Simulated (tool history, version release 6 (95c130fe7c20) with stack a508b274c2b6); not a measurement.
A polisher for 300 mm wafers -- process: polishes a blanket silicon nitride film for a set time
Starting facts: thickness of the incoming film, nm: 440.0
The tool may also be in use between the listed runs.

run,hour,flow of slurry (ml/min),pressure of the wafer on the pad (psi),speed of the pad under the wafer (cm/s),polishing time (s),film removed (Å)
1,0,320,2.5,96,46,531.91
2,1.7,320,2.1,92,46,427.72
3,7.6,320,1.8,92,46,371.9
4,14.3,320,1.6,92,46,327.71
5,19.1,320,1.5,92,46,316.89
6,22,320,1.5,92,46,317.68
7,25.2,320,1.4,92,46,300.37
8,31.8,320,1.1,92,46,235.01
9,39.5,320,1.2,92,46,254.85

What does the tool deliver on the next run?
10,41.9,320,1.4,92,46,?

film removed (Å): 295.33

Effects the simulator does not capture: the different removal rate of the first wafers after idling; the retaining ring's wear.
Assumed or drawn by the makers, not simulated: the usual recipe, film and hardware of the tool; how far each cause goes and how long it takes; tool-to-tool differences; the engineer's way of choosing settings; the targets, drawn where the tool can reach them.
